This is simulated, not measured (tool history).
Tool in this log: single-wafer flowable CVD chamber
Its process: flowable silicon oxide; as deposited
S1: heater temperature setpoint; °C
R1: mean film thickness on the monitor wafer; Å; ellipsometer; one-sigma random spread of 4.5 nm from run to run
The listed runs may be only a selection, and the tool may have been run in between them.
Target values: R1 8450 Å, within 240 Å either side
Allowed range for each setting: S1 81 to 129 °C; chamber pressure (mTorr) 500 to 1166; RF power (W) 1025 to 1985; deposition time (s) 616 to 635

run 1 hour=0 | S1=105 chamber_pressure_(mTorr)=833 RF_power_(W)=1505 deposition_time_(s)=616 | R1=3142.3
run 2 hour=5.6 | S1=105 chamber_pressure_(mTorr)=833 RF_power_(W)=1505 deposition_time_(s)=616 | R1=3101.6
run 3 hour=9.4 | S1=105 chamber_pressure_(mTorr)=967 RF_power_(W)=1505 deposition_time_(s)=616 | R1=3615
run 4 hour=15 | S1=105 chamber_pressure_(mTorr)=967 RF_power_(W)=1370 deposition_time_(s)=616 | R1=3461.5
run 5 hour=18 | S1=98 chamber_pressure_(mTorr)=993 RF_power_(W)=1375 deposition_time_(s)=616 | R1=4468.8
run 6 hour=20.1 | S1=98 chamber_pressure_(mTorr)=1083 RF_power_(W)=1375 deposition_time_(s)=616 | R1=4855.3
run 7 hour=23 | S1=93 chamber_pressure_(mTorr)=1092 RF_power_(W)=1375 deposition_time_(s)=616 | R1=5829.2
run 8 hour=29.8 | S1=90 chamber_pressure_(mTorr)=1094 RF_power_(W)=1375 deposition_time_(s)=616 | R1=6357.2
run 9 hour=32.2 | S1=87 chamber_pressure_(mTorr)=1097 RF_power_(W)=1375 deposition_time_(s)=616 | R1=6983.7
run 10 hour=38 | S1=85 chamber_pressure_(mTorr)=1100 RF_power_(W)=1375 deposition_time_(s)=616 | R1=7385.2
run 11 hour=45.8 | S1=85 chamber_pressure_(mTorr)=1100 RF_power_(W)=1375 deposition_time_(s)=616 | R1=7455.8
run 12 hour=51.8 | S1=84 chamber_pressure_(mTorr)=1101 RF_power_(W)=1375 deposition_time_(s)=616 | R1=7726.4
run 13 hour=52.8 | S1=83 chamber_pressure_(mTorr)=1101 RF_power_(W)=1375 deposition_time_(s)=616 | R1=7864

Which one of the following 4 next-run settings gets every result inside its allowed miss? There is exactly one.
run A hour=53.8 | S1=82 chamber_pressure_(mTorr)=1047 RF_power_(W)=1240 deposition_time_(s)=635 | R1=?
run B hour=53.8 | S1=81 chamber_pressure_(mTorr)=903 RF_power_(W)=1325 deposition_time_(s)=633 | R1=?
run C hour=53.8 | S1=82 chamber_pressure_(mTorr)=1017 RF_power_(W)=1395 deposition_time_(s)=620 | R1=?
run D hour=53.8 | S1=82 chamber_pressure_(mTorr)=1076 RF_power_(W)=1625 deposition_time_(s)=616 | R1=?

move=A R1=7556.8
move=B R1=7008.9
move=C R1=7646.8
move=D R1=8556.2
A: moves away from the targets compared with the last run
B: moves away from the targets compared with the last run
C: moves away from the targets compared with the last run
D: meets every target
D meets every target.
